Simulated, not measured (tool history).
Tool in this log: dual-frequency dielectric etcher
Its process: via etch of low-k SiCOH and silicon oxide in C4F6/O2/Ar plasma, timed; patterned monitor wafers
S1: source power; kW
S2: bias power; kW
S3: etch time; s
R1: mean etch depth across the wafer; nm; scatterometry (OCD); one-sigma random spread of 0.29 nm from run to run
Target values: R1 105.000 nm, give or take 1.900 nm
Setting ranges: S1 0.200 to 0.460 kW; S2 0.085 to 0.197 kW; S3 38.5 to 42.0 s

run  hour     S1     S2    S3       R1
  1   0.0  0.330  0.141  42.0   90.967
  2   3.1  0.330  0.157  42.0   94.689
  3   7.0  0.350  0.159  42.0   97.729
  4   8.9  0.350  0.159  38.5   89.223
  5  16.1  0.350  0.177  38.5   93.566
  6  22.9  0.400  0.177  38.5   98.549
  7  26.6  0.410  0.179  38.5  100.110
  8  33.8  0.420  0.180  38.5  101.030
  9  40.0  0.420  0.180  38.5  100.790

Exercise: of the 4 proposed moves below, exactly one satisfies all targets within the stated allowed misses. Which move is it?
  A  46.2  0.440  0.187  38.5   ?
  B  46.2  0.460  0.197  39.0   ?
  C  46.2  0.440  0.181  41.0   ?
  D  46.2  0.360  0.191  39.0   ?

move       R1
   A  104.810
   B  110.260
   C  110.280
   D   98.403
A: meets every target
B: the result that was furthest off in the last run now lies on the other side of its target
C: the result that was furthest off in the last run now lies on the other side of its target
D: the biggest miss grows against the last run
Go with A: it meets all targets.

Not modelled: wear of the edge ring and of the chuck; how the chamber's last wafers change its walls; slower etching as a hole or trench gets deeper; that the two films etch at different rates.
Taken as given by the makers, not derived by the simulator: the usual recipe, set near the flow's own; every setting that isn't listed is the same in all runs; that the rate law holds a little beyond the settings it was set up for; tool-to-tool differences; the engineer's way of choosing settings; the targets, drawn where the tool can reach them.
